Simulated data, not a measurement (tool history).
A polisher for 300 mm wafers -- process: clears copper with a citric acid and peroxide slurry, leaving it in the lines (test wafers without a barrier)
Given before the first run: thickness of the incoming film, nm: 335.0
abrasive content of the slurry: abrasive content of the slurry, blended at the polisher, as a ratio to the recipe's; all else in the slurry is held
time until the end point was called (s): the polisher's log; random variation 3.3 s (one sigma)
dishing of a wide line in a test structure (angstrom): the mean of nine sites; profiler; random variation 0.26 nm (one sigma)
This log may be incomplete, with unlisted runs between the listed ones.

run	hour	flow of slurry (ml/min)	pressure of the wafer on the pad (psi)	speed of the pad under the wafer (m/s)	abrasive content of the slurry	overpolish time after the end point (s)	time until the end point was called (s)	dishing of a wide line in a test structure (angstrom)
1	0	320	2.7	1.36	1	14	139.93	223.1
2	3.7	320	2.5	1.36	1	15	149.4	218.14
3	10.7	320	2.3	1.34	1	16	169.04	211.16
4	12	285	2.3	1.34	1	16	168.1	212.87
5	15.2	285	2.3	1.34	0.8	16	175.32	197.75
6	18.9	285	2.2	1.34	0.8	17	188.06	203.41
7	21.2	285	2.1	1.34	0.8	17	190.05	195.39

The next listed run, before its measurement:
8	29	285	2	1.34	0.8	17	?	?

Run 8 measured time until the end point was called (s) 202.89, dishing of a wide line in a test structure (angstrom) 193.29.
